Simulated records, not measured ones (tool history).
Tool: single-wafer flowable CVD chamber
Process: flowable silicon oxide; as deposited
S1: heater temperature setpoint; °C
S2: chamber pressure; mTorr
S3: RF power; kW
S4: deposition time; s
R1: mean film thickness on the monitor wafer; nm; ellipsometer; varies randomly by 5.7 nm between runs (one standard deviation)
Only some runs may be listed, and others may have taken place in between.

run	hour	S1	S2	S3	S4	R1
1	0.0	95	839	2.470	1189	871.23
2	4.2	93	839	2.470	1189	941.17
3	13.0	93	839	2.470	1189	931.10
4	16.3	102	839	2.470	1189	690.20
5	19.7	102	735	2.470	1189	603.66
6	24.1	98	736	2.470	1189	696.08
7	29.2	95	736	2.470	1189	773.04
8	34.4	92	736	2.470	1189	857.98
9	36.4	92	736	2.470	1189	846.98
10	45.0	90	736	2.470	1189	921.27

What will run 11 give?
11	52.7	88	736	2.470	1189	?

R1: 973.86 nm
